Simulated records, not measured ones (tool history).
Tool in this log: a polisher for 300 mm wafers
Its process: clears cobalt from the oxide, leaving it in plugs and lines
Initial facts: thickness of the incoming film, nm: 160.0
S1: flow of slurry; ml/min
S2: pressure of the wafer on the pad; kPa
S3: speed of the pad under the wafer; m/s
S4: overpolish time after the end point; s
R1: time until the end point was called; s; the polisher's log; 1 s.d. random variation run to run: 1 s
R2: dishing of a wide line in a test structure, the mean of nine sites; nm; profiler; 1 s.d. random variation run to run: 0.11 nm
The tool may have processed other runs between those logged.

{"run": 1, "hour": 0.0, "S1": 315, "S2": 8.3, "S3": 0.86, "S4": 19, "R1": 69.31, "R2": 8.2379}
{"run": 2, "hour": 4.3, "S1": 315, "S2": 7.6, "S3": 0.86, "S4": 19, "R1": 76.313, "R2": 8.2118}
{"run": 3, "hour": 13.2, "S1": 315, "S2": 7.6, "S3": 0.86, "S4": 13, "R1": 75.113, "R2": 7.8841}
{"run": 4, "hour": 15.3, "S1": 315, "S2": 9.0, "S3": 0.86, "S4": 13, "R1": 64.57, "R2": 7.9184}
{"run": 5, "hour": 17.2, "S1": 315, "S2": 8.3, "S3": 0.84, "S4": 14, "R1": 71.809, "R2": 8.0072}
{"run": 6, "hour": 18.4, "S1": 315, "S2": 8.3, "S3": 0.84, "S4": 10, "R1": 70.892, "R2": 7.7123}
{"run": 7, "hour": 21.4, "S1": 315, "S2": 7.6, "S3": 0.84, "S4": 11, "R1": 78.27, "R2": 7.3771}
{"run": 8, "hour": 27.1, "S1": 315, "S2": 6.9, "S3": 0.84, "S4": 13, "R1": 85.862, "R2": 7.9524}
{"run": 9, "hour": 30.9, "S1": 315, "S2": 5.5, "S3": 0.84, "S4": 13, "R1": 105.68, "R2": 7.4774}
{"run": 10, "hour": 32.4, "S1": 315, "S2": 5.5, "S3": 0.84, "S4": 13, "R1": 107.38, "R2": 7.3021}
{"run": 11, "hour": 37.0, "S1": 315, "S2": 5.5, "S3": 0.84, "S4": 15, "R1": 105.19, "R2": 7.771}
{"run": 12, "hour": 39.1, "S1": 315, "S2": 5.5, "S3": 0.84, "S4": 16, "R1": 104.91, "R2": 7.7789}
{"run": 13, "hour": 43.7, "S1": 315, "S2": 5.5, "S3": 0.84, "S4": 17, "R1": 107.1, "R2": 8.0292}
{"run": 14, "hour": 49.1, "S1": 315, "S2": 5.5, "S3": 0.84, "S4": 17, "R1": 104.69, "R2": 7.7804}
{"run": 15, "hour": 50.5, "S1": 315, "S2": 5.5, "S3": 0.84, "S4": 18, "R1": 104.88, "R2": 7.9784}
{"run": 16, "hour": 58.4, "S1": 315, "S2": 4.8, "S3": 0.84, "S4": 20, "R1": 121.16, "R2": 8.0089}
{"run": 17, "hour": 67.4, "S1": 315, "S2": 4.8, "S3": 0.84, "S4": 21, "R1": 120.35, "R2": 8.0055}
{"run": 18, "hour": 70.7, "S1": 315, "S2": 4.8, "S3": 0.84, "S4": 23, "R1": 119.59, "R2": 8.2107}

The next listed run, before its measurement:
{"run": 19, "hour": 78.3, "S1": 315, "S2": 4.8, "S3": 0.84, "S4": 23, "R1": "?", "R2": "?"}

Logged for run 19: R1 119.350 s, R2 8.2376 nm.

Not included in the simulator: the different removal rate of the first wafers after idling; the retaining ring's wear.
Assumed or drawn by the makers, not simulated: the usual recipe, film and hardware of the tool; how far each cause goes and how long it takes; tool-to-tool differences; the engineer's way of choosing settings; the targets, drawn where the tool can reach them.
